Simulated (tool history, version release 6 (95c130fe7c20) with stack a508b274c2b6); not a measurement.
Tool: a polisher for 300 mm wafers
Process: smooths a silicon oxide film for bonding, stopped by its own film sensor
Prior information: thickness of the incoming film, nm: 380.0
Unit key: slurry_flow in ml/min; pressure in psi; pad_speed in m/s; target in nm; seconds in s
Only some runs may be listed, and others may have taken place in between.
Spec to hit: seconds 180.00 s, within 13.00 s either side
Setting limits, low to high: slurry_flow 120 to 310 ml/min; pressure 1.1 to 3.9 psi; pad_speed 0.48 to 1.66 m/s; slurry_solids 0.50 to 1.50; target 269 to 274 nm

Run 1, day 0.000: slurry_flow 200 ml/min, pressure 2.5 psi, pad_speed 1.06 m/s, slurry_solids 1.00, target 274 nm. Result: seconds 114.42 s.
Run 2, day 0.158: slurry_flow 200 ml/min, pressure 2.3 psi, pad_speed 1.04 m/s, slurry_solids 1.00, target 274 nm. Result: seconds 127.78 s.
Run 3, day 0.325: slurry_flow 200 ml/min, pressure 2.3 psi, pad_speed 1.16 m/s, slurry_solids 1.00, target 274 nm. Result: seconds 116.48 s.
Run 4, day 0.392: slurry_flow 200 ml/min, pressure 2.1 psi, pad_speed 1.14 m/s, slurry_solids 1.00, target 274 nm. Result: seconds 129.41 s.
Run 5, day 0.496: slurry_flow 200 ml/min, pressure 2.1 psi, pad_speed 0.96 m/s, slurry_solids 1.00, target 274 nm. Result: seconds 153.87 s.
Run 6, day 0.588: slurry_flow 200 ml/min, pressure 2.4 psi, pad_speed 0.96 m/s, slurry_solids 1.00, target 274 nm. Result: seconds 128.40 s.
Run 7, day 0.783: slurry_flow 200 ml/min, pressure 2.3 psi, pad_speed 0.96 m/s, slurry_solids 1.00, target 274 nm. Result: seconds 130.98 s.
Run 8, day 0.904: slurry_flow 200 ml/min, pressure 2.2 psi, pad_speed 0.96 m/s, slurry_solids 1.00, target 274 nm. Result: seconds 141.74 s.
Run 9, day 1.238: slurry_flow 200 ml/min, pressure 2.1 psi, pad_speed 0.96 m/s, slurry_solids 1.00, target 274 nm. Result: seconds 149.58 s.
Run 10, day 1.533: slurry_flow 200 ml/min, pressure 2.0 psi, pad_speed 0.96 m/s, slurry_solids 1.00, target 274 nm. Result: seconds 158.10 s.

Exercise: of the 4 proposed moves below, exactly one satisfies all targets within the stated allowed misses. Which move is it?
Run A, day 1.829: slurry_flow 310 ml/min, pressure 3.2 psi, pad_speed 0.84 m/s, slurry_solids 0.75, target 269 nm. Result: seconds ?.
Run B, day 1.829: slurry_flow 285 ml/min, pressure 1.5 psi, pad_speed 1.34 m/s, slurry_solids 0.65, target 274 nm. Result: seconds ?.
Run C, day 1.829: slurry_flow 205 ml/min, pressure 2.2 psi, pad_speed 0.96 m/s, slurry_solids 1.25, target 269 nm. Result: seconds ?.
Run D, day 1.829: slurry_flow 185 ml/min, pressure 2.2 psi, pad_speed 0.92 m/s, slurry_solids 1.10, target 274 nm. Result: seconds ?.

move  seconds
   A   121.82
   B   176.86
   C   135.06
   D   140.73
A: moves away from the targets compared with the last run
B: every result lands within tolerance
C: moves away from the targets compared with the last run
D: moves away from the targets compared with the last run
Correct choice: B, which meets every target
